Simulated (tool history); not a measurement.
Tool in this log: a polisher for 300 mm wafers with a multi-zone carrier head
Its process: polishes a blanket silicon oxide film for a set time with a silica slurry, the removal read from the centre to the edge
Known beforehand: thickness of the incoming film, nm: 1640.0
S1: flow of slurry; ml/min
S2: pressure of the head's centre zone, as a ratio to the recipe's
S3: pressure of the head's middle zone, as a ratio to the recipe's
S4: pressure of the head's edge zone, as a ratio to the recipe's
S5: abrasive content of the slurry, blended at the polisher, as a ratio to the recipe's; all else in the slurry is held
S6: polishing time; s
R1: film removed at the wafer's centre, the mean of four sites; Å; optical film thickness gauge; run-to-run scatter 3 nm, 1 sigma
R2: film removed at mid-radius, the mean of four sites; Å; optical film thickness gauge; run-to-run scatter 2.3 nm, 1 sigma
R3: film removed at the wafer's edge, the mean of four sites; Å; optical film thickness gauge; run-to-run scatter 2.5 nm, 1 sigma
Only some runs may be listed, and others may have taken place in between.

Run 1, hour 0.0: S1 180 ml/min, S2 1.00, S3 1.00, S4 1.00, S5 1.00, S6 58 s. Result: R1 1415.7 Å, R2 1430.7 Å, R3 1387.4 Å.
Run 2, hour 8.9: S1 185 ml/min, S2 1.01, S3 1.01, S4 1.02, S5 1.10, S6 60 s. Result: R1 1550.7 Å, R2 1587.6 Å, R3 1540.4 Å.
Run 3, hour 12.6: S1 185 ml/min, S2 1.01, S3 1.01, S4 1.02, S5 1.10, S6 51 s. Result: R1 1340.6 Å, R2 1331.4 Å, R3 1308.0 Å.
Run 4, hour 17.6: S1 185 ml/min, S2 1.01, S3 1.01, S4 0.97, S5 1.10, S6 51 s. Result: R1 1342.9 Å, R2 1364.4 Å, R3 1270.3 Å.
Run 5, hour 19.8: S1 185 ml/min, S2 1.01, S3 0.96, S4 0.97, S5 1.10, S6 51 s. Result: R1 1335.9 Å, R2 1309.0 Å, R3 1286.2 Å.
Run 6, hour 25.9: S1 190 ml/min, S2 1.02, S3 0.97, S4 0.99, S5 1.15, S6 54 s. Result: R1 1470.3 Å, R2 1414.0 Å, R3 1408.8 Å.
Run 7, hour 33.5: S1 195 ml/min, S2 1.03, S3 0.99, S4 1.01, S5 1.20, S6 56 s. Result: R1 1585.6 Å, R2 1518.0 Å, R3 1527.9 Å.
Run 8, hour 34.3: S1 245 ml/min, S2 1.12, S3 1.09, S4 1.11, S5 1.45, S6 66 s. Result: R1 2302.5 Å, R2 2250.1 Å, R3 2105.3 Å.
Run 9, hour 42.9: S1 245 ml/min, S2 1.12, S3 1.09, S4 1.12, S5 1.45, S6 66 s. Result: R1 2319.3 Å, R2 2232.7 Å, R3 2109.7 Å.
Run 10, hour 44.6: S1 245 ml/min, S2 1.12, S3 1.09, S4 1.13, S5 1.45, S6 66 s. Result: R1 2271.5 Å, R2 2223.6 Å, R3 2117.2 Å.

Run 11, settings as shown, results not yet in. Your forecast:
Run 11, hour 50.6: S1 245 ml/min, S2 1.12, S3 1.09, S4 1.14, S5 1.45, S6 66 s. Result: R1 ?, R2 ?, R3 ?.

{"run 11": {"R1": 2321.3, "R2": 2232.8, "R3": 2144.5}}
